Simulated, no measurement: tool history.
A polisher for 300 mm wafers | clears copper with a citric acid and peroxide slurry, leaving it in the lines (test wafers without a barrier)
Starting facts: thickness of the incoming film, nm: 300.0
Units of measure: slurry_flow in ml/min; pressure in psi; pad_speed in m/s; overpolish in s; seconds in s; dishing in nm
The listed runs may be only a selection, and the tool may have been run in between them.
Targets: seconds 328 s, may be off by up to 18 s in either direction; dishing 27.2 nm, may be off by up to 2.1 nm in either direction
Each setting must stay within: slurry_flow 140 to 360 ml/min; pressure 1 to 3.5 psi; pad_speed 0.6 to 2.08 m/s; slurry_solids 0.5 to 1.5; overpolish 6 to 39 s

run 1 hour=0 | slurry_flow=230 pressure=2.2 pad_speed=1.34 slurry_solids=1 overpolish=20 | seconds=171.52 dishing=31.722
run 2 hour=0.7 | slurry_flow=230 pressure=2 pad_speed=1.32 slurry_solids=1 overpolish=22 | seconds=184.31 dishing=29.593
run 3 hour=2.7 | slurry_flow=230 pressure=2 pad_speed=1.32 slurry_solids=1.1 overpolish=22 | seconds=177.78 dishing=29.666
run 4 hour=11.5 | slurry_flow=225 pressure=1.8 pad_speed=1.3 slurry_solids=1.05 overpolish=24 | seconds=199.11 dishing=29.423
run 5 hour=14 | slurry_flow=175 pressure=1.8 pad_speed=1.3 slurry_solids=1.05 overpolish=24 | seconds=205.09 dishing=29.282
run 6 hour=20.9 | slurry_flow=175 pressure=2.3 pad_speed=1.3 slurry_solids=1.05 overpolish=24 | seconds=174.54 dishing=34.212
run 7 hour=27.5 | slurry_flow=170 pressure=2.1 pad_speed=1.28 slurry_solids=1 overpolish=25 | seconds=191.04 dishing=32.864
run 8 hour=29.9 | slurry_flow=165 pressure=1.9 pad_speed=1.26 slurry_solids=0.95 overpolish=26 | seconds=210.32 dishing=31.346
run 9 hour=37.9 | slurry_flow=160 pressure=1.8 pad_speed=1.24 slurry_solids=0.95 overpolish=27 | seconds=223.05 dishing=30.987
run 10 hour=38.6 | slurry_flow=155 pressure=1.7 pad_speed=1.22 slurry_solids=0.95 overpolish=28 | seconds=236.66 dishing=27.942
run 11 hour=44.7 | slurry_flow=155 pressure=1.6 pad_speed=1.22 slurry_solids=0.95 overpolish=30 | seconds=253.45 dishing=29.793
run 12 hour=46.9 | slurry_flow=155 pressure=1.5 pad_speed=1.22 slurry_solids=0.95 overpolish=31 | seconds=256.68 dishing=28.802
run 13 hour=51.7 | slurry_flow=155 pressure=1.4 pad_speed=1.22 slurry_solids=0.95 overpolish=32 | seconds=282.54 dishing=29.219
run 14 hour=55.2 | slurry_flow=155 pressure=1.2 pad_speed=1.22 slurry_solids=0.95 overpolish=33 | seconds=303.87 dishing=26.763

Which single option among these 4 for the next run brings every result within its allowed miss of target? Just one does.
run A hour=58.7 | slurry_flow=145 pressure=1.2 pad_speed=1.04 slurry_solids=1.1 overpolish=38 | seconds=? dishing=?
run B hour=58.7 | slurry_flow=175 pressure=1.2 pad_speed=1.26 slurry_solids=0.95 overpolish=27 | seconds=? dishing=?
run C hour=58.7 | slurry_flow=140 pressure=1.2 pad_speed=1.3 slurry_solids=1.2 overpolish=39 | seconds=? dishing=?
run D hour=58.7 | slurry_flow=205 pressure=1 pad_speed=1.22 slurry_solids=1 overpolish=37 | seconds=? dishing=?

move=A seconds=359.67 dishing=27.799
move=B seconds=296.29 dishing=24.332
move=C seconds=289.4 dishing=34.341
move=D seconds=336.23 dishing=28.592
A: pushes the last run's worst result past its target
B: further off than the last run
C: further off than the last run
D: in spec on every target
D is the move that brings every result within its allowed miss.
